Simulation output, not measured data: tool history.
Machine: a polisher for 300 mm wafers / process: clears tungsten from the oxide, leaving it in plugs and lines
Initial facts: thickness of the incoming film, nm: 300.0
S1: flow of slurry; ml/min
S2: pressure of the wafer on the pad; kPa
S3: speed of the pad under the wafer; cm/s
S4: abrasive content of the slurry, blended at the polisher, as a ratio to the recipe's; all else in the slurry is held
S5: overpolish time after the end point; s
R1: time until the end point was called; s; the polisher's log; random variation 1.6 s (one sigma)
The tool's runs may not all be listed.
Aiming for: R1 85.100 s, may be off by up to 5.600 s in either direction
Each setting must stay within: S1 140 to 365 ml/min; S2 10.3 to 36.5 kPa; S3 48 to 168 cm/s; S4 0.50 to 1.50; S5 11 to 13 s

run 1 day=0.000 | S1=235 S2=23.4 S3=108 S4=1.00 S5=13 | R1=57.812
run 2 day=0.083 | S1=235 S2=23.4 S3=108 S4=1.00 S5=11 | R1=56.155
run 3 day=0.367 | S1=235 S2=23.4 S3=108 S4=1.00 S5=11 | R1=54.805
run 4 day=0.529 | S1=235 S2=21.4 S3=106 S4=1.00 S5=11 | R1=62.861
run 5 day=0.725 | S1=235 S2=26.2 S3=106 S4=1.00 S5=11 | R1=51.541
run 6 day=0.933 | S1=235 S2=23.4 S3=106 S4=1.00 S5=11 | R1=59.152
run 7 day=1.288 | S1=235 S2=23.4 S3=106 S4=1.00 S5=11 | R1=57.602
run 8 day=1.312 | S1=235 S2=21.4 S3=104 S4=1.00 S5=11 | R1=65.121
run 9 day=1.354 | S1=235 S2=20.0 S3=104 S4=1.00 S5=11 | R1=69.419
run 10 day=1.521 | S1=235 S2=19.3 S3=104 S4=1.00 S5=11 | R1=70.064
run 11 day=1.858 | S1=235 S2=18.6 S3=104 S4=1.00 S5=11 | R1=69.871
run 12 day=2.192 | S1=235 S2=17.2 S3=104 S4=1.00 S5=11 | R1=79.311

Exercise: of the 4 proposed moves below, exactly one satisfies all targets within the stated allowed misses. Which move is it?
run A day=2.525 | S1=235 S2=15.9 S3=104 S4=1.10 S5=13 | R1=?
run B day=2.525 | S1=245 S2=13.8 S3=102 S4=1.05 S5=11 | R1=?
run C day=2.525 | S1=245 S2=15.9 S3=82 S4=1.15 S5=12 | R1=?
run D day=2.525 | S1=245 S2=14.5 S3=102 S4=0.90 S5=12 | R1=?

move=A R1=85.365
move=B R1=100.230
move=C R1=103.560
move=D R1=100.210
A: hits every target within its allowed miss
B: pushes the last run's worst result past its target
C: pushes the last run's worst result past its target
D: pushes the last run's worst result past its target
The move that meets every target is A.
